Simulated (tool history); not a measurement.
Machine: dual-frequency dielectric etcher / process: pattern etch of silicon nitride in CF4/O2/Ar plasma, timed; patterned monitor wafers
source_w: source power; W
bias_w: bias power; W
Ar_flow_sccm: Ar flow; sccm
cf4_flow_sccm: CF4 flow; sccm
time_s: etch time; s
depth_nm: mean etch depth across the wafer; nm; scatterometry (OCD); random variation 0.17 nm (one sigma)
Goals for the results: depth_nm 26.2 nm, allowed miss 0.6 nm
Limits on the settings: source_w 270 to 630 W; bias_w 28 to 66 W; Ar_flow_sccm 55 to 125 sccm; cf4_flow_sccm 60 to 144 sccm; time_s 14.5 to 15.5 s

| run | hour | source_w | bias_w | Ar_flow_sccm | cf4_flow_sccm | time_s | depth_nm |
|---|---|---|---|---|---|---|---|
| 1 | 0 | 450 | 47 | 90 | 102 | 14.5 | 23.427 |
| 2 | 1.1 | 470 | 47 | 90 | 102 | 14.5 | 24.36 |
| 3 | 6.9 | 470 | 47 | 90 | 102 | 14.5 | 24.303 |
| 4 | 10.4 | 470 | 47 | 90 | 116 | 14.5 | 24.451 |
| 5 | 15.1 | 470 | 44 | 90 | 116 | 14.5 | 24.278 |
| 6 | 16.8 | 470 | 48 | 90 | 116 | 14.5 | 25.048 |
| 7 | 18.7 | 480 | 48 | 90 | 116 | 14.5 | 25.302 |
| 8 | 23.7 | 490 | 48 | 90 | 116 | 14.5 | 25.361 |

4 candidate next runs follow, results not yet known. Just one meets every target within its allowed miss. Identify it.
| A | 28.7 | 480 | 44 | 88 | 105 | 14.5 | ? |
| B | 28.7 | 480 | 49 | 117 | 126 | 14.5 | ? |
| C | 28.7 | 490 | 47 | 93 | 118 | 15.5 | ? |
| D | 28.7 | 520 | 44 | 86 | 78 | 15 | ? |

| move | depth_nm |
|---|---|
| A | 24.66 |
| B | 24.564 |
| C | 27.239 |
| D | 26.53 |
A: its largest miss is bigger than the last run's
B: its largest miss is bigger than the last run's
C: the result that was furthest off in the last run now lies on the other side of its target
D: in spec on every target
D meets every target.
